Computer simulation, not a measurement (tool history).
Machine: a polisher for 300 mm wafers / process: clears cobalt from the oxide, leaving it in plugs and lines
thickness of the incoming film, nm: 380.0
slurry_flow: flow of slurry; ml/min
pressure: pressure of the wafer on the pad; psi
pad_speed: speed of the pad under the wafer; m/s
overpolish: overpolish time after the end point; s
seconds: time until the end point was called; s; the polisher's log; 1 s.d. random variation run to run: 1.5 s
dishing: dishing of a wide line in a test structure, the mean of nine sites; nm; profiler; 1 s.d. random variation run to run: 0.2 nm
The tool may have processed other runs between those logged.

run,day,slurry_flow,pressure,pad_speed,overpolish,seconds,dishing
1,0.000,205,1.9,1.12,10,76.766,34.485
2,0.362,205,1.7,1.12,10,86.882,32.053
3,0.646,205,1.7,1.12,13,80.169,38.509
4,0.675,205,1.7,1.36,13,76.801,41.207
5,0.862,165,1.7,1.36,13,78.602,40.180
6,1.117,160,1.8,1.18,11,80.016,35.104

Run 7 is up next; what results do you expect?
7,1.146,150,1.9,1.04,9,?,?

seconds: 86.256 s
dishing: 29.713 nm
